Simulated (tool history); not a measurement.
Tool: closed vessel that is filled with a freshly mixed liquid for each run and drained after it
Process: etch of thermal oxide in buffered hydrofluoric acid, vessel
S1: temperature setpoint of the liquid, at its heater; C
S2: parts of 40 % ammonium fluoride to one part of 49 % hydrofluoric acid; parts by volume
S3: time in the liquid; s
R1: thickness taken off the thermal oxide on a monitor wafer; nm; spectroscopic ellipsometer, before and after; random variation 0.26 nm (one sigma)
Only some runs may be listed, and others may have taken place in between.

run    day    S1    S2  S3      R1
  1      0    22  22.5  30  16.363
  2  0.358  23.5  19.5  30  19.788
  3  0.671    25    17  30  24.671
  4  0.875    25    13  30  31.989
  5  1.038    26    13  30  33.687
  6  1.175  26.5    13  30  34.715
  7  1.425  26.5    13  30  34.455

Expected results for the next run?
  8  1.596  27  13  30   ?

Run 8 came out at R1 35.577 nm.
